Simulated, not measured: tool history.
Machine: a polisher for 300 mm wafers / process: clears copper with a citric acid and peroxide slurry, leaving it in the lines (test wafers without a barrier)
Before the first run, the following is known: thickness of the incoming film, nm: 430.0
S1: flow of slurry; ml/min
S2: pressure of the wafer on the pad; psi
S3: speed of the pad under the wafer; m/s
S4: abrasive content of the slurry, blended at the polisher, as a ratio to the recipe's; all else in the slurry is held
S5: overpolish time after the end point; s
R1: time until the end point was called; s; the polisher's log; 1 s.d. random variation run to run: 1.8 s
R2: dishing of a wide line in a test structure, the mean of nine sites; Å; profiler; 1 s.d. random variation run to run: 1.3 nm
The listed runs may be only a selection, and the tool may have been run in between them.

run  hour   S1   S2    S3  S4  S5      R1      R2
  1     0  270  3.5  1.04   1  23  143.85  417.61
  2   0.8  270  3.4  1.04   1  24  149.69  435.98
  3   4.8  270  2.6  1.04   1  24  193.73   335.6
  4   9.1  270  2.6  0.84   1  24  235.56  282.16
  5   9.8  270  2.7  0.84   1  25  233.73  319.97
  6  16.2  270  2.7  0.84   1  32  229.72  374.97
  7  18.7  270  2.8  0.84   1  32  222.42  396.05
  8  22.9  270  2.9  0.84   1  32  217.29  421.52
  9  28.1  270    3  0.84   1  32  208.45  407.53

What does the tool deliver on the next run?
 10  34.7  270   3  0.84   1  33   ?   ?

{"run 10": {"R1": 207.45, "R2": 429.3}}

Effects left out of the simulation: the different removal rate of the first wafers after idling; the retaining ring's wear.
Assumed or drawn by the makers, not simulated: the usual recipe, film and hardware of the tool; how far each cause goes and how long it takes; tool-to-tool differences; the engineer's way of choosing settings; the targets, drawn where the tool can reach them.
